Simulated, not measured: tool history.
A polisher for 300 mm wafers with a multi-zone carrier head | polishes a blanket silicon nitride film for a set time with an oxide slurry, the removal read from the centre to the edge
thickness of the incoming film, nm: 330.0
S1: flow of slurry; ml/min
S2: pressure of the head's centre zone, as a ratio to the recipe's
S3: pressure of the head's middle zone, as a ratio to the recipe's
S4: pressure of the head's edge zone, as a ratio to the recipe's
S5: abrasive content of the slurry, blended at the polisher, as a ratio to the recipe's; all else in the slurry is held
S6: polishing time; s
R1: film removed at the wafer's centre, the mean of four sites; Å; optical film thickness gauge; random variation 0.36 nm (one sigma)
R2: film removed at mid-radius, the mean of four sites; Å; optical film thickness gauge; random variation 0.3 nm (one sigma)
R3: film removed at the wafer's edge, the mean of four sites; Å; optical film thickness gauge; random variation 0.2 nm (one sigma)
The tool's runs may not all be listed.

run  hour   S1    S2    S3    S4    S5  S6      R1      R2      R3
  1   0.0  130  1.00  1.00  1.00  1.00  40  299.85  308.26  307.90
  2   3.6  120  1.01  0.94  0.97  0.85  40  277.49  264.52  286.33
  3  11.1  120  1.01  0.94  0.97  0.70  40  258.66  244.80  263.58
  4  12.6   90  1.01  0.94  0.97  0.70  40  245.06  235.17  255.54
  5  16.9   90  1.01  0.94  1.05  0.70  40  234.81  236.01  260.04
  6  24.2   90  1.04  0.93  1.02  0.65  40  232.79  224.58  251.32
  7  25.7   90  1.07  0.92  0.99  0.65  40  242.01  220.82  246.25

Forecast run 8:
  8  32.6  90  1.08  0.91  0.98  0.65  40   ?   ?   ?

Run 8 gave R1 242.73 Å, R2 221.16 Å, R3 246.00 Å.
